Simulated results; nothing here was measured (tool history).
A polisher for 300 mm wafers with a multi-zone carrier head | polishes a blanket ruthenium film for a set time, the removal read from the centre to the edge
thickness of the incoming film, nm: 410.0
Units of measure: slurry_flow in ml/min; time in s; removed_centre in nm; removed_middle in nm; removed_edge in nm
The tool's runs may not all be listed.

run,day,slurry_flow,centre_zone,middle_zone,edge_zone,time,removed_centre,removed_middle,removed_edge
1,0.000,225,1.00,1.00,1.00,37,41.169,41.587,40.650
2,0.329,225,1.00,1.06,1.00,37,40.870,44.795,41.576
3,0.421,225,1.07,1.06,1.00,37,43.141,44.101,41.010
4,0.596,255,1.07,1.06,1.00,37,44.646,45.629,41.683
5,0.671,255,1.07,1.06,1.06,37,44.825,43.938,42.386
6,0.971,230,1.07,1.06,1.06,37,43.715,43.600,42.255
7,1.183,230,1.06,1.07,1.07,38,44.626,43.991,43.734
8,1.496,230,1.05,1.08,1.08,38,43.874,46.319,43.857

What does the tool deliver on the next run?
9,1.638,225,1.04,1.08,1.09,39,?,?,?

Run 9 produced removed_centre 44.767 nm, removed_middle 46.127 nm, removed_edge 45.049 nm.

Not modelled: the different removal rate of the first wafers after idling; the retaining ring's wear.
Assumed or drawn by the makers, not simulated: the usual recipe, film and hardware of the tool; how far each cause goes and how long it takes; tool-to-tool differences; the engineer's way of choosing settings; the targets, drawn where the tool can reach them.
